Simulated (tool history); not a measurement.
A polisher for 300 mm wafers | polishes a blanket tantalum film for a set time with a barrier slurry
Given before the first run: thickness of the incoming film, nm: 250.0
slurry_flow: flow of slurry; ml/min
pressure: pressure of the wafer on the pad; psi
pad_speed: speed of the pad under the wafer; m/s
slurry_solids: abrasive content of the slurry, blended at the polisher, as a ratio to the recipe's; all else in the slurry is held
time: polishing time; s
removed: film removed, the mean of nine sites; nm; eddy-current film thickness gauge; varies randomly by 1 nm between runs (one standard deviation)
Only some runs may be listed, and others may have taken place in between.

Run 1, hour 0: slurry_flow 140 ml/min, pressure 1.7 psi, pad_speed 0.8 m/s, slurry_solids 1, time 99 s. Result: removed 112.07 nm.
Run 2, hour 4.2: slurry_flow 140 ml/min, pressure 2 psi, pad_speed 0.8 m/s, slurry_solids 1, time 99 s. Result: removed 132.23 nm.
Run 3, hour 11.4: slurry_flow 150 ml/min, pressure 2 psi, pad_speed 0.8 m/s, slurry_solids 1, time 99 s. Result: removed 130.73 nm.
Run 4, hour 19.7: slurry_flow 150 ml/min, pressure 1.6 psi, pad_speed 0.8 m/s, slurry_solids 1, time 99 s. Result: removed 107.96 nm.
Run 5, hour 20.5: slurry_flow 155 ml/min, pressure 1.6 psi, pad_speed 0.8 m/s, slurry_solids 1, time 99 s. Result: removed 107.64 nm.
Run 6, hour 22.9: slurry_flow 155 ml/min, pressure 1.6 psi, pad_speed 0.8 m/s, slurry_solids 1, time 99 s. Result: removed 106.82 nm.
Run 7, hour 31.6: slurry_flow 155 ml/min, pressure 1.7 psi, pad_speed 0.8 m/s, slurry_solids 1, time 99 s. Result: removed 113.52 nm.
Run 8, hour 38.4: slurry_flow 160 ml/min, pressure 1.9 psi, pad_speed 0.8 m/s, slurry_solids 1, time 99 s. Result: removed 127.4 nm.
Run 9, hour 39.9: slurry_flow 160 ml/min, pressure 1.9 psi, pad_speed 0.8 m/s, slurry_solids 1, time 99 s. Result: removed 125.45 nm.

For run 10, what comes out?
Run 10, hour 41.7: slurry_flow 160 ml/min, pressure 2 psi, pad_speed 0.8 m/s, slurry_solids 1, time 99 s. Result: removed ?.

{"run 10": {"removed": 133.74}}
